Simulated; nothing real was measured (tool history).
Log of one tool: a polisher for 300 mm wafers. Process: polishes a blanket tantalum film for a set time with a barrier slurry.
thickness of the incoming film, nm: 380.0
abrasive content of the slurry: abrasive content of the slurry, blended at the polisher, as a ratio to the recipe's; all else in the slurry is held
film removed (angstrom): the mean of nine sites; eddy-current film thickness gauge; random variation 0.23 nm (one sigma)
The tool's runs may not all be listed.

run	hour	flow of slurry (ml/min)	pressure of the wafer on the pad (psi)	speed of the pad under the wafer (m/s)	abrasive content of the slurry	polishing time (s)	film removed (angstrom)
1	0.0	175	1.2	0.92	1.00	40	261.92
2	0.6	175	1.2	0.92	1.15	40	272.86
3	9.4	210	1.2	0.92	1.15	40	279.41
4	16.3	205	1.1	0.92	1.15	40	255.45
5	25.0	200	1.1	0.92	1.15	40	253.90
6	28.5	195	1.1	0.92	1.15	40	257.61
7	31.1	195	1.0	0.92	1.15	40	234.36

Forecast run 8:
8	39.7	200	1.1	0.92	1.15	40	?

{"run 8": {"film removed (angstrom)": 254.73}}
